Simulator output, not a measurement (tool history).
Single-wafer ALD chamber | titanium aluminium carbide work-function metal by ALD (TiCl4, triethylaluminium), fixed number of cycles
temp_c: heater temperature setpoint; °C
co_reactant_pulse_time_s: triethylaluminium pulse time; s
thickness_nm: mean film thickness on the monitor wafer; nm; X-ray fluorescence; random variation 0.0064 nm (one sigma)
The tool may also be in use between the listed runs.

Run 1, day 0.000: temp_c 305 °C, co_reactant_pulse_time_s 11.09 s. Result: thickness_nm 1.9101 nm.
Run 2, day 0.217: temp_c 305 °C, co_reactant_pulse_time_s 12.80 s. Result: thickness_nm 1.9365 nm.
Run 3, day 0.254: temp_c 301 °C, co_reactant_pulse_time_s 12.53 s. Result: thickness_nm 1.8938 nm.
Run 4, day 0.408: temp_c 299 °C, co_reactant_pulse_time_s 12.38 s. Result: thickness_nm 1.8877 nm.
Run 5, day 0.542: temp_c 299 °C, co_reactant_pulse_time_s 14.17 s. Result: thickness_nm 1.8990 nm.
Run 6, day 0.646: temp_c 307 °C, co_reactant_pulse_time_s 14.17 s. Result: thickness_nm 1.9564 nm.
Run 7, day 0.917: temp_c 302 °C, co_reactant_pulse_time_s 13.70 s. Result: thickness_nm 1.9071 nm.

Run 8 comes next. What will it give?
Run 8, day 1.196: temp_c 299 °C, co_reactant_pulse_time_s 13.47 s. Result: thickness_nm ?.

Run 8 gave thickness_nm 1.8963 nm.

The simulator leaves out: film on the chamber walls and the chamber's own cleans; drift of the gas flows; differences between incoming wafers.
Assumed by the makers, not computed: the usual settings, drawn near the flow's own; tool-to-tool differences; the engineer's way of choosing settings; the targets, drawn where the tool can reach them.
